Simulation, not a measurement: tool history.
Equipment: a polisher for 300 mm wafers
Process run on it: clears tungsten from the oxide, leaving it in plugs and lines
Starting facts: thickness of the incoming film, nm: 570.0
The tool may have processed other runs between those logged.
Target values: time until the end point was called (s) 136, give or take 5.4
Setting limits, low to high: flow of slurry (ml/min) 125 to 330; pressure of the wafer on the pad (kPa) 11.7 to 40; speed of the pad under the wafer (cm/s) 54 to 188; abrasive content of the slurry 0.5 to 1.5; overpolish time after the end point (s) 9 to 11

| run | hour | flow of slurry (ml/min) | pressure of the wafer on the pad (kPa) | speed of the pad under the wafer (cm/s) | abrasive content of the slurry | overpolish time after the end point (s) | time until the end point was called (s) |
|---|---|---|---|---|---|---|---|
| 1 | 0 | 210 | 25.5 | 120 | 1 | 11 | 100.71 |
| 2 | 5.1 | 210 | 24.1 | 120 | 1 | 11 | 109.41 |
| 3 | 9.9 | 210 | 23.4 | 120 | 1 | 11 | 112.16 |
| 4 | 18.4 | 210 | 22.8 | 120 | 1 | 11 | 114.05 |
| 5 | 21.6 | 210 | 22.8 | 120 | 1 | 9 | 113.35 |
| 6 | 29.8 | 210 | 22.8 | 120 | 0.8 | 9 | 115.55 |
| 7 | 30.9 | 210 | 22.1 | 120 | 0.8 | 9 | 122.87 |
| 8 | 38.1 | 210 | 21.4 | 120 | 0.8 | 9 | 128.73 |
| 9 | 43.8 | 210 | 20.7 | 120 | 0.8 | 9 | 129.19 |

Pick the move, out of 5, that brings all results within their allowed miss; only one does.
| A | 49.5 | 155 | 22.8 | 118 | 0.95 | 10 | ? |
| B | 49.5 | 225 | 27.6 | 100 | 0.6 | 9 | ? |
| C | 49.5 | 200 | 21.4 | 112 | 0.8 | 9 | ? |
| D | 49.5 | 200 | 17.2 | 158 | 0.5 | 9 | ? |
| E | 49.5 | 190 | 22.1 | 120 | 0.85 | 10 | ? |

| move | time until the end point was called (s) |
|---|---|
| A | 121.24 |
| B | 119.41 |
| C | 133.44 |
| D | 125.46 |
| E | 120.81 |
A: misses by more than the last run did
B: misses by more than the last run did
C: every result lands within tolerance
D: misses by more than the last run did
E: misses by more than the last run did
C is the move that brings every result within its allowed miss.
